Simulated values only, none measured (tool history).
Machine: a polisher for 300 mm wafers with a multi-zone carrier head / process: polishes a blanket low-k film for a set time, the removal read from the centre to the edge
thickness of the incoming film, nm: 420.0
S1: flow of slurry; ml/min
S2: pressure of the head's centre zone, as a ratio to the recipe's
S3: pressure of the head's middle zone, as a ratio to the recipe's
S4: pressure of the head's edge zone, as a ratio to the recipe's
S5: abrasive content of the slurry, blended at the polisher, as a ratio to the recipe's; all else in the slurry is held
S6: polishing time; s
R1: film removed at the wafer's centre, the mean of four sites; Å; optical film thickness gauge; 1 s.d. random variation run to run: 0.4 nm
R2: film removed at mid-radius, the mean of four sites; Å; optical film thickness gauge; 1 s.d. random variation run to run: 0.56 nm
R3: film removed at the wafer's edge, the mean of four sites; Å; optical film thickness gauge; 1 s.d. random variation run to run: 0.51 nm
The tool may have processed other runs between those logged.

run  hour   S1    S2    S3    S4    S5  S6      R1      R2      R3
  1   0.0  265  1.00  1.00  1.00  1.00  77  352.41  360.49  349.66
  2   8.7  320  1.00  1.00  1.00  1.00  77  360.27  351.62  348.68
  3  15.7  305  0.98  1.01  1.03  1.10  77  365.96  379.81  371.01
  4  16.5  335  0.98  1.01  1.03  1.10  77  371.27  374.45  377.74
  5  24.0  335  0.97  1.03  1.06  1.15  77  366.83  392.33  383.15
  6  30.2  330  0.96  1.03  1.08  1.20  77  363.56  392.82  395.00

Estimate the outcome of run 7 from the log above:
  7  38.3  330  0.96  1.04  1.09  1.25  77   ?   ?   ?

{"run 7": {"R1": 374.98, "R2": 406.72, "R3": 408.74}}
